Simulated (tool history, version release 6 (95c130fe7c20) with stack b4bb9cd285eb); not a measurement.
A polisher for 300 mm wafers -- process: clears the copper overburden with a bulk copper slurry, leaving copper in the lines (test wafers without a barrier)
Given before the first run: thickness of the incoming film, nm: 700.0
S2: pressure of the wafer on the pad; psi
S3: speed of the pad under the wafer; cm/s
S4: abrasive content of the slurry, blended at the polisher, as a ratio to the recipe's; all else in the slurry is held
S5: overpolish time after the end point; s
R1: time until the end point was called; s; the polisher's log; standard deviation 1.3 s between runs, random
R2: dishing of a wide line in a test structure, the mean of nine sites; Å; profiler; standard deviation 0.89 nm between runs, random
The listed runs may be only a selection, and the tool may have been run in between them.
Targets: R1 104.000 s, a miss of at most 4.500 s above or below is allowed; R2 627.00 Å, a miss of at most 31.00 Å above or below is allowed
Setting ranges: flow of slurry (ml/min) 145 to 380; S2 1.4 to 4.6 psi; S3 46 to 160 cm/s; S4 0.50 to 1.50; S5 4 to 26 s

Run 1, hour 0.0: flow of slurry (ml/min) 245, S2 3.0 psi, S3 102 cm/s, S4 1.00, S5 13 s. Result: R1 75.462 s, R2 600.37 Å.
Run 2, hour 4.1: flow of slurry (ml/min) 245, S2 2.8 psi, S3 102 cm/s, S4 1.00, S5 14 s. Result: R1 76.898 s, R2 610.76 Å.
Run 3, hour 5.4: flow of slurry (ml/min) 245, S2 3.3 psi, S3 102 cm/s, S4 1.00, S5 14 s. Result: R1 69.959 s, R2 668.82 Å.
Run 4, hour 14.4: flow of slurry (ml/min) 245, S2 3.0 psi, S3 100 cm/s, S4 1.00, S5 15 s. Result: R1 75.842 s, R2 653.13 Å.
Run 5, hour 19.9: flow of slurry (ml/min) 245, S2 2.8 psi, S3 98 cm/s, S4 1.00, S5 16 s. Result: R1 81.356 s, R2 645.52 Å.
Run 6, hour 20.6: flow of slurry (ml/min) 245, S2 2.6 psi, S3 98 cm/s, S4 1.00, S5 17 s. Result: R1 83.805 s, R2 640.85 Å.
Run 7, hour 28.1: flow of slurry (ml/min) 245, S2 2.4 psi, S3 96 cm/s, S4 1.00, S5 18 s. Result: R1 91.408 s, R2 641.16 Å.
Run 8, hour 34.0: flow of slurry (ml/min) 245, S2 2.3 psi, S3 96 cm/s, S4 1.00, S5 18 s. Result: R1 97.640 s, R2 618.06 Å.

Exactly one of the 4 candidate moves below puts every result within its allowed miss. Which one?
Run A, hour 39.9: flow of slurry (ml/min) 255, S2 2.2 psi, S3 80 cm/s, S4 1.25, S5 17 s. Result: R1 ?, R2 ?.
Run B, hour 39.9: flow of slurry (ml/min) 230, S2 1.9 psi, S3 106 cm/s, S4 1.00, S5 21 s. Result: R1 ?, R2 ?.
Run C, hour 39.9: flow of slurry (ml/min) 255, S2 2.3 psi, S3 88 cm/s, S4 1.00, S5 17 s. Result: R1 ?, R2 ?.
Run D, hour 39.9: flow of slurry (ml/min) 320, S2 2.7 psi, S3 72 cm/s, S4 1.00, S5 16 s. Result: R1 ?, R2 ?.

move       R1      R2
   A  112.160  547.32
   B  105.430  625.74
   C  103.940  574.63
   D  104.150  561.49
A: takes the biggest miss from the last run beyond its target
B: all results land within tolerance of their targets
C: gets the furthest-off result to its target, but another result is out of tolerance
D: gets the furthest-off result to its target, but another result is out of tolerance
The move that meets every target is B.

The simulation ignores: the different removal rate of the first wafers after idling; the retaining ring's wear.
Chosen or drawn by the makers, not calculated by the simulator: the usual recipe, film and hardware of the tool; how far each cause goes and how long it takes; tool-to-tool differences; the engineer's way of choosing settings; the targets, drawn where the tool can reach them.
